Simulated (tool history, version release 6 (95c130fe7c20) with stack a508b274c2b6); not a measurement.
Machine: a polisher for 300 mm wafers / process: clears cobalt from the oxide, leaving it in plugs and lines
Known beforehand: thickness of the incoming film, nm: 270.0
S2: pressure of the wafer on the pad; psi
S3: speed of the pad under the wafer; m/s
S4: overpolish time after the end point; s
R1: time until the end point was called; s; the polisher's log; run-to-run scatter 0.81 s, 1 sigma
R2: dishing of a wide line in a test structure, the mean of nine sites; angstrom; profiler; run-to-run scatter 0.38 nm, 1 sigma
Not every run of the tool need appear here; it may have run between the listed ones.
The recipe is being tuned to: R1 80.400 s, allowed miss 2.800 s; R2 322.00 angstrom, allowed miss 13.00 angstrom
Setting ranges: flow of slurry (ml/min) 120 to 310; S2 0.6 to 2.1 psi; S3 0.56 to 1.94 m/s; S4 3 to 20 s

{"run": 1, "hour": 0.0, "flow of slurry (ml/min)": 200, "S2": 1.3, "S3": 1.24, "S4": 10, "R1": 83.678, "R2": 254.92}
{"run": 2, "hour": 5.1, "flow of slurry (ml/min)": 200, "S2": 1.3, "S3": 1.24, "S4": 12, "R1": 84.284, "R2": 288.46}
{"run": 3, "hour": 11.4, "flow of slurry (ml/min)": 200, "S2": 1.3, "S3": 1.24, "S4": 10, "R1": 84.063, "R2": 254.67}
{"run": 4, "hour": 15.3, "flow of slurry (ml/min)": 200, "S2": 1.3, "S3": 1.24, "S4": 12, "R1": 83.468, "R2": 287.93}
{"run": 5, "hour": 19.7, "flow of slurry (ml/min)": 200, "S2": 1.3, "S3": 1.12, "S4": 12, "R1": 94.886, "R2": 276.17}
{"run": 6, "hour": 26.7, "flow of slurry (ml/min)": 210, "S2": 1.4, "S3": 1.12, "S4": 12, "R1": 85.965, "R2": 280.66}
{"run": 7, "hour": 29.7, "flow of slurry (ml/min)": 205, "S2": 1.4, "S3": 1.12, "S4": 13, "R1": 86.437, "R2": 297.61}
{"run": 8, "hour": 33.1, "flow of slurry (ml/min)": 210, "S2": 1.4, "S3": 1.12, "S4": 13, "R1": 86.09, "R2": 295.35}
{"run": 9, "hour": 37.6, "flow of slurry (ml/min)": 210, "S2": 1.4, "S3": 1.12, "S4": 14, "R1": 85.311, "R2": 311.46}
{"run": 10, "hour": 45.2, "flow of slurry (ml/min)": 220, "S2": 1.4, "S3": 1.12, "S4": 14, "R1": 86.072, "R2": 310.44}

4 candidate next runs follow, results not yet known. Just one meets every target within its allowed miss. Identify it.
{"run": "A", "hour": 52.8, "flow of slurry (ml/min)": 155, "S2": 1.6, "S3": 0.92, "S4": 13, "R1": "?", "R2": "?"}
{"run": "B", "hour": 52.8, "flow of slurry (ml/min)": 240, "S2": 1.3, "S3": 1.12, "S4": 15, "R1": "?", "R2": "?"}
{"run": "C", "hour": 52.8, "flow of slurry (ml/min)": 225, "S2": 1.5, "S3": 1.1, "S4": 14, "R1": "?", "R2": "?"}
{"run": "D", "hour": 52.8, "flow of slurry (ml/min)": 230, "S2": 1.3, "S3": 1.28, "S4": 12, "R1": "?", "R2": "?"}

move=A R1=94.532 R2=281.11
move=B R1=90.269 R2=316.13
move=C R1=80.904 R2=323.37
move=D R1=79.657 R2=297.60
A: moves away from the targets compared with the last run
B: moves away from the targets compared with the last run
C: every result within its allowed miss
D: brings the last run's worst result on target, with another outside its allowed miss
C meets every target.

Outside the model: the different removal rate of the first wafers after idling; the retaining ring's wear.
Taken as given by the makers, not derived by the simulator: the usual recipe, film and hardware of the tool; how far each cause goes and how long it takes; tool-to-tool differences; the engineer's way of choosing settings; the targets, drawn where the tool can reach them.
